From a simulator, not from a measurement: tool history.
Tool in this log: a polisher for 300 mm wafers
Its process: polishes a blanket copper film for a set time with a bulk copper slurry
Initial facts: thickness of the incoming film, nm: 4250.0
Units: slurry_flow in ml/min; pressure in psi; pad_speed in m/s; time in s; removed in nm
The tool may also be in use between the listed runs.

run	day	slurry_flow	pressure	pad_speed	slurry_solids	time	removed
1	0	130	3.4	1.14	1	70	762.16
2	0.046	125	3.2	1.14	1	70	728.24
3	0.167	125	3	1.14	1	70	709.38
4	0.388	125	2.8	1.14	1	70	681.81
5	0.479	120	2.7	1.14	1	70	663.4
6	0.854	120	2.7	1.14	0.8	70	626.78

For run 7, what comes out?
# day 0.9: worn pad replaced by a new one
7	0.9	115	2.6	1.14	0.8	70	?

removed: 643.94 nm
